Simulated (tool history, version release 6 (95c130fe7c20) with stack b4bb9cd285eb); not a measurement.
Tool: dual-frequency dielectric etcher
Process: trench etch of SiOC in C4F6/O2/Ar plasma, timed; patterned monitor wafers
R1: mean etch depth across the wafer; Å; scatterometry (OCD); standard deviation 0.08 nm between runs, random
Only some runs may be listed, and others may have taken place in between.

run 1 hour=0 | source_power_(kW)=0.35 bias_power_(kW)=0.225 etch_time_(s)=12 | R1=274.27
run 2 hour=1.7 | source_power_(kW)=0.4 bias_power_(kW)=0.225 etch_time_(s)=12 | R1=296.28
run 3 hour=7.3 | source_power_(kW)=0.45 bias_power_(kW)=0.225 etch_time_(s)=12 | R1=315.06
run 4 hour=15.7 | source_power_(kW)=0.41 bias_power_(kW)=0.206 etch_time_(s)=12 | R1=291.26
run 5 hour=16.3 | source_power_(kW)=0.41 bias_power_(kW)=0.206 etch_time_(s)=11 | R1=268.84
run 6 hour=23.2 | source_power_(kW)=0.35 bias_power_(kW)=0.206 etch_time_(s)=11 | R1=244.34
run 7 hour=27.8 | source_power_(kW)=0.33 bias_power_(kW)=0.204 etch_time_(s)=11 | R1=233.99

What will run 8 give?
run 8 hour=33.6 | source_power_(kW)=0.31 bias_power_(kW)=0.203 etch_time_(s)=11 | R1=?

R1: 223.28 Å

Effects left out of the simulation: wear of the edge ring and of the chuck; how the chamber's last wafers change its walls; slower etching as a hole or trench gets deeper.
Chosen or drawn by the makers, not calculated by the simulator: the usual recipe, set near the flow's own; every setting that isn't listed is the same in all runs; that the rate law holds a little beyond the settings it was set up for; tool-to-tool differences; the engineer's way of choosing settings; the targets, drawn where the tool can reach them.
